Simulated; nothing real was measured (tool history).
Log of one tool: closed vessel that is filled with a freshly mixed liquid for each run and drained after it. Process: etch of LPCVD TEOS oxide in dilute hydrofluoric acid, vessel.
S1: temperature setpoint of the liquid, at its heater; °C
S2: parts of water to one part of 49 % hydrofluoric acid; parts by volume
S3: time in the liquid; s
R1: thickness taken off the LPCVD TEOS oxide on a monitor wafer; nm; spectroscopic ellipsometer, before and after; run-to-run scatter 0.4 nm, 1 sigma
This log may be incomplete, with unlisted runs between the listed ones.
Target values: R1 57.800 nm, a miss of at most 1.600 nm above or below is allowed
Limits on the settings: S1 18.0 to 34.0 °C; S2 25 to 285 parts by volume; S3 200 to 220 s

run  hour    S1   S2   S3      R1
  1   0.0  26.0  155  200  32.338
  2   4.5  27.0  150  200  35.238
  3   9.0  27.0  150  200  34.592
  4  17.8  27.0  150  220  38.071
  5  25.3  27.0  205  220  25.855
  6  27.4  28.0  195  220  29.247
  7  30.5  29.0  185  220  32.024
  8  31.7  33.0  120  220  61.869
  9  37.5  32.5  120  220  60.599
 10  44.8  32.0  120  220  60.103

Which one of the following 4 next-run settings gets every result inside its allowed miss? There is exactly one.
  A  52.1  29.5  105  220   ?
  B  52.1  33.5  120  220   ?
  C  52.1  25.5   95  220   ?
  D  52.1  32.0  120  215   ?

move      R1
   A  63.659
   B  63.101
   C  61.160
   D  58.437
A: misses by more than the last run did
B: misses by more than the last run did
C: misses by more than the last run did
D: each result inside its tolerance
So the answer is move D, the one that meets all the targets.

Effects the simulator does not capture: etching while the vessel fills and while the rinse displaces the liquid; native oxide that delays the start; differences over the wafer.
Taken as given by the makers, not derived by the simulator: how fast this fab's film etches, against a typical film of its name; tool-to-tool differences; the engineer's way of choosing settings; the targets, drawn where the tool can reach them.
